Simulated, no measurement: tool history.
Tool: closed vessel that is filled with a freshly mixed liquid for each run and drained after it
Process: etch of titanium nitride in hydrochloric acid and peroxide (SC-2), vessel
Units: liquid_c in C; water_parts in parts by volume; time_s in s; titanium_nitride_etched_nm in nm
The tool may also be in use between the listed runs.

run	hour	liquid_c	water_parts	time_s	titanium_nitride_etched_nm
1	0	52	8	150	4.4212
2	6.6	55	8	150	5.3131
3	8.4	55	8	105	3.7661
4	16.3	59.5	7.5	105	5.2664
5	21	62.5	7.5	105	6.3853
6	23.5	64	7.5	105	7.0184

The next listed run, before its measurement:
7	32.3	64.5	7.5	105	?

{"run 7": {"titanium_nitride_etched_nm": 7.2372}}

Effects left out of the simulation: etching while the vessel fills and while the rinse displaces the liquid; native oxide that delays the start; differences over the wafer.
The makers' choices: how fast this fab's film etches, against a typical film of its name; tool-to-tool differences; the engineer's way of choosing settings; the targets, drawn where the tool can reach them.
